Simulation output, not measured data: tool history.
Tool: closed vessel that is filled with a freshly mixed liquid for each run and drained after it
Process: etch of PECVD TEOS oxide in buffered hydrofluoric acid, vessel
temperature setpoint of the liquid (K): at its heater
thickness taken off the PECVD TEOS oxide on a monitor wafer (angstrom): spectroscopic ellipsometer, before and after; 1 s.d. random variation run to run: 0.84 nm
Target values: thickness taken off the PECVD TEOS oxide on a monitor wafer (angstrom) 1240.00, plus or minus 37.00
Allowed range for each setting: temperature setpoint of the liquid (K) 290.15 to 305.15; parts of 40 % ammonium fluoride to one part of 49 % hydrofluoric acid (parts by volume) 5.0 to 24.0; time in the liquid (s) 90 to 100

run	hour	temperature setpoint of the liquid (K)	parts of 40 % ammonium fluoride to one part of 49 % hydrofluoric acid (parts by volume)	time in the liquid (s)	thickness taken off the PECVD TEOS oxide on a monitor wafer (angstrom)
1	0.0	297.15	14.5	90	1344.40
2	5.9	297.15	18.5	90	1050.60
3	14.4	297.15	18.5	90	1037.20
4	19.7	294.15	18.5	90	889.31
# hour 27.9: thermometer replaced
5	27.9	295.15	18.5	90	998.12
6	32.5	295.15	21.0	90	889.25
7	38.8	296.15	21.0	90	944.50
8	46.3	297.15	21.0	90	1002.50
9	50.9	297.65	21.0	90	1016.10
10	54.3	298.15	21.0	90	1045.80
11	60.6	298.65	21.0	90	1085.70
12	69.1	299.15	21.0	90	1120.20
13	71.7	299.65	21.0	90	1142.90

Exactly one of the 4 candidate moves below puts every result within its allowed miss. Which one?
A	74.3	299.15	22.0	95	?
B	74.3	299.65	20.5	95	?
C	74.3	300.65	23.0	90	?
D	74.3	299.15	21.5	95	?

move	thickness taken off the PECVD TEOS oxide on a monitor wafer (angstrom)
A	1135.60
B	1224.70
C	1131.40
D	1153.70
A: its largest miss is bigger than the last run's
B: in spec on every target
C: its largest miss is bigger than the last run's
D: closes in on the targets versus the last run, not all within tolerance yet
Move B is the one to make.
